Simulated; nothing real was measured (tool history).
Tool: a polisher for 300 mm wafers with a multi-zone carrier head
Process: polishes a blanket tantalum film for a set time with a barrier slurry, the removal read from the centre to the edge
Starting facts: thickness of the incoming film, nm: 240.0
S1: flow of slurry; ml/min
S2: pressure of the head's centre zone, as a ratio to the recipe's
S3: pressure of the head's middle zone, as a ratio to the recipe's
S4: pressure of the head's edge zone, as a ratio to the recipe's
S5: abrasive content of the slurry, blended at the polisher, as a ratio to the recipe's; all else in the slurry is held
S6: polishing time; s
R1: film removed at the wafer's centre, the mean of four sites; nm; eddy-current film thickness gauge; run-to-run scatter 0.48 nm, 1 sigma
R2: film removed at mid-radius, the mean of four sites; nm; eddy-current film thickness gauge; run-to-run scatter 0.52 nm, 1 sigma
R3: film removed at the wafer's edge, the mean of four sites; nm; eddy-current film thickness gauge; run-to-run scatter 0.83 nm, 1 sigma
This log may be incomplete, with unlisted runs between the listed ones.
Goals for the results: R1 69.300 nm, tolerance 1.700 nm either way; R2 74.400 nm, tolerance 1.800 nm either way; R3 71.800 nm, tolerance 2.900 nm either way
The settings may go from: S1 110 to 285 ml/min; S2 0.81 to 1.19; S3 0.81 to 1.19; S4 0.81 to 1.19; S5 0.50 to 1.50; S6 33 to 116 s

run,hour,S1,S2,S3,S4,S5,S6,R1,R2,R3
1,0.0,180,1.00,1.00,1.00,1.00,74,92.080,92.952,91.717
2,0.5,180,1.00,0.92,1.00,1.00,74,91.719,89.421,89.296
3,6.2,170,0.97,0.90,0.97,0.90,74,84.084,82.821,84.864
4,14.7,170,0.95,0.91,0.93,0.85,73,79.231,80.396,80.542
5,15.3,170,0.95,0.85,0.93,0.85,73,79.824,77.480,79.653
6,22.4,170,0.95,0.90,0.93,0.85,73,80.117,80.042,79.488
7,27.1,160,0.93,0.90,0.91,0.85,73,76.120,80.035,78.430
8,31.9,150,0.92,0.89,0.89,0.85,73,76.565,78.571,76.589
9,37.8,150,0.92,0.89,0.89,0.85,73,76.114,78.574,76.485
10,46.1,145,0.90,0.88,0.88,0.85,73,74.089,77.784,75.924
11,50.8,140,0.89,0.87,0.87,0.85,73,74.086,77.952,75.734
12,59.4,135,0.88,0.86,0.86,0.85,73,72.666,76.848,74.876
13,67.4,130,0.87,0.85,0.85,0.85,73,70.699,76.558,72.997

Exercise: of the 4 proposed moves below, exactly one satisfies all targets within the stated allowed misses. Which move is it?
A,75.4,155,0.81,0.86,0.83,0.70,83,?,?,?
B,75.4,130,0.85,0.82,0.81,0.75,78,?,?,?
C,75.4,125,0.88,1.02,0.81,1.15,62,?,?,?
D,75.4,110,0.83,0.95,0.81,0.90,72,?,?,?

move,R1,R2,R3
A,68.902,78.388,73.617
B,69.379,74.375,70.960
C,69.602,79.894,69.052
D,68.281,79.932,71.760
A: further off than the last run
B: all results land within tolerance of their targets
C: further off than the last run
D: further off than the last run
Move B is the one to make.
